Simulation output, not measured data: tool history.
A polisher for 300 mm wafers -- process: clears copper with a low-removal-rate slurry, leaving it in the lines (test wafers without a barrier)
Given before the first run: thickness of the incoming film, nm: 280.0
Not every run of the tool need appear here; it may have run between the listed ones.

| run | hour | flow of slurry (ml/min) | pressure of the wafer on the pad (psi) | speed of the pad under the wafer (m/s) | abrasive content of the slurry | overpolish time after the end point (s) | time until the end point was called (s) | dishing of a wide line in a test structure (nm) |
|---|---|---|---|---|---|---|---|---|
| 1 | 0 | 260 | 2.6 | 1.22 | 1 | 30 | 84.193 | 55.887 |
| 2 | 2.7 | 325 | 2.6 | 1.22 | 1 | 30 | 82.756 | 55.652 |
| 3 | 5.7 | 325 | 2.6 | 0.92 | 1 | 30 | 96.291 | 51.787 |
| 4 | 8.3 | 325 | 2.7 | 0.94 | 1 | 27 | 91.743 | 50.212 |
| 5 | 16.3 | 325 | 2.7 | 0.94 | 1.15 | 27 | 90.049 | 52.313 |
| 6 | 21.3 | 325 | 2.8 | 0.96 | 1.15 | 24 | 86.014 | 49.325 |
| 7 | 27.5 | 325 | 2.8 | 0.98 | 1.15 | 22 | 84.774 | 46.66 |
| 8 | 31.1 | 325 | 2.8 | 1 | 1.15 | 21 | 83.661 | 44.529 |

What does the tool deliver on the next run?
| 9 | 32.1 | 325 | 2.8 | 1.02 | 1.15 | 20 | ? | ? |

{"run 9": {"time until the end point was called (s)": 84.085, "dishing of a wide line in a test structure (nm)": 43.729}}

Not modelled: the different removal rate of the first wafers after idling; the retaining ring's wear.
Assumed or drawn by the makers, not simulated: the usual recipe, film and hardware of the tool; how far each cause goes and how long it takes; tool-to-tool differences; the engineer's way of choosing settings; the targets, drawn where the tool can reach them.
